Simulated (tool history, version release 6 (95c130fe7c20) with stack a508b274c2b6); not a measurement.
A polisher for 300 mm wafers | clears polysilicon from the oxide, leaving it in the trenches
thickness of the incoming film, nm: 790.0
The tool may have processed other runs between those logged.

run,hour,flow of slurry (ml/min),pressure of the wafer on the pad (kPa),speed of the pad under the wafer (m/s),overpolish time after the end point (s),time until the end point was called (s),dishing of a wide line in a test structure (nm)
1,0,130,17.9,0.76,8,99.802,24.167
2,0.6,130,17.9,0.6,8,121.4,23.946
3,9.2,130,17.9,0.68,8,107.8,24.257
4,16.2,115,15.2,0.74,6,121.04,21.166
5,16.8,105,13.1,0.78,5,136.47,17.974
6,24.5,125,13.1,0.78,5,133.65,18.068
# hour 32.5: head pressure recalibrated
7,32.5,125,13.1,0.78,5,123.12,18.783

Estimate the outcome of run 8 from the log above:
8,34.2,115,11.7,0.8,4,?,?

time until the end point was called (s): 134.76
dishing of a wide line in a test structure (nm): 14.849
